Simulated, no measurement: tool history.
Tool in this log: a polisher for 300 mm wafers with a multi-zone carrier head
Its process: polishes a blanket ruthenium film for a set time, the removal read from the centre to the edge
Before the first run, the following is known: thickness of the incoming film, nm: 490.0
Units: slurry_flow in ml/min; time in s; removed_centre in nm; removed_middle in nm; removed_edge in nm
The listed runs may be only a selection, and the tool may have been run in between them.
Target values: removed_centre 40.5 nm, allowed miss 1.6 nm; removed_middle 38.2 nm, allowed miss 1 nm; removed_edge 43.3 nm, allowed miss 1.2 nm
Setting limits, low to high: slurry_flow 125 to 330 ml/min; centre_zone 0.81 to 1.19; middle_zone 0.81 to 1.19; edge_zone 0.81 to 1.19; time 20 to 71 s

Run 1, hour 0: slurry_flow 210 ml/min, centre_zone 1, middle_zone 1, edge_zone 1, time 45 s. Result: removed_centre 72.189 nm, removed_middle 71.241 nm, removed_edge 69.127 nm.
Run 2, hour 7: slurry_flow 210 ml/min, centre_zone 1, middle_zone 0.93, edge_zone 1, time 45 s. Result: removed_centre 73.31 nm, removed_middle 67.534 nm, removed_edge 68.021 nm.
Run 3, hour 12.5: slurry_flow 210 ml/min, centre_zone 1, middle_zone 0.93, edge_zone 1.07, time 45 s. Result: removed_centre 73.62 nm, removed_middle 67.685 nm, removed_edge 71.056 nm.
Run 4, hour 14.3: slurry_flow 210 ml/min, centre_zone 1.08, middle_zone 0.93, edge_zone 1.07, time 45 s. Result: removed_centre 78.278 nm, removed_middle 67.492 nm, removed_edge 71.479 nm.
Run 5, hour 21.2: slurry_flow 190 ml/min, centre_zone 1.01, middle_zone 0.9, edge_zone 1.07, time 38 s. Result: removed_centre 60.949 nm, removed_middle 54.544 nm, removed_edge 59.95 nm.
Run 6, hour 26.1: slurry_flow 175 ml/min, centre_zone 0.97, middle_zone 0.88, edge_zone 1.04, time 34 s. Result: removed_centre 52.982 nm, removed_middle 47.537 nm, removed_edge 51.744 nm.
Run 7, hour 33: slurry_flow 130 ml/min, centre_zone 0.87, middle_zone 0.81, edge_zone 1.03, time 29 s. Result: removed_centre 40.06 nm, removed_middle 36.107 nm, removed_edge 43.035 nm.
Run 8, hour 35.6: slurry_flow 140 ml/min, centre_zone 0.87, middle_zone 0.82, edge_zone 1.02, time 29 s. Result: removed_centre 40.995 nm, removed_middle 36.744 nm, removed_edge 43.351 nm.
At hour 42.4: edge zone pressure recalibrated.
Run 9, hour 42.4: slurry_flow 145 ml/min, centre_zone 0.86, middle_zone 0.83, edge_zone 1.02, time 29 s. Result: removed_centre 40.825 nm, removed_middle 37.074 nm, removed_edge 45.751 nm.
Run 10, hour 44.3: slurry_flow 140 ml/min, centre_zone 0.87, middle_zone 0.85, edge_zone 1, time 29 s. Result: removed_centre 40.906 nm, removed_middle 37.856 nm, removed_edge 44.836 nm.

Exactly one of the 5 candidate moves below puts every result within its allowed miss. Which one?
Run A, hour 46.2: slurry_flow 180 ml/min, centre_zone 0.84, middle_zone 1.04, edge_zone 1.02, time 25 s. Result: removed_centre ?, removed_middle ?, removed_edge ?.
Run B, hour 46.2: slurry_flow 125 ml/min, centre_zone 0.89, middle_zone 0.87, edge_zone 0.95, time 29 s. Result: removed_centre ?, removed_middle ?, removed_edge ?.
Run C, hour 46.2: slurry_flow 150 ml/min, centre_zone 0.84, middle_zone 0.88, edge_zone 1.06, time 29 s. Result: removed_centre ?, removed_middle ?, removed_edge ?.
Run D, hour 46.2: slurry_flow 180 ml/min, centre_zone 0.92, middle_zone 0.86, edge_zone 0.96, time 30 s. Result: removed_centre ?, removed_middle ?, removed_edge ?.
Run E, hour 46.2: slurry_flow 160 ml/min, centre_zone 0.81, middle_zone 0.81, edge_zone 1.06, time 29 s. Result: removed_centre ?, removed_middle ?, removed_edge ?.

move  removed_centre  removed_middle  removed_edge
   A          36.455          40.455         40.21
   B          40.993          38.106        43.313
   C          40.954           39.69        46.696
   D          46.291          41.402        46.979
   E          40.481          37.462        47.084
A: moves the result that the last run missed by most past its target, out the other side
B: hits every target within its allowed miss
C: moves away from the targets compared with the last run
D: moves away from the targets compared with the last run
E: moves away from the targets compared with the last run
Answer: B

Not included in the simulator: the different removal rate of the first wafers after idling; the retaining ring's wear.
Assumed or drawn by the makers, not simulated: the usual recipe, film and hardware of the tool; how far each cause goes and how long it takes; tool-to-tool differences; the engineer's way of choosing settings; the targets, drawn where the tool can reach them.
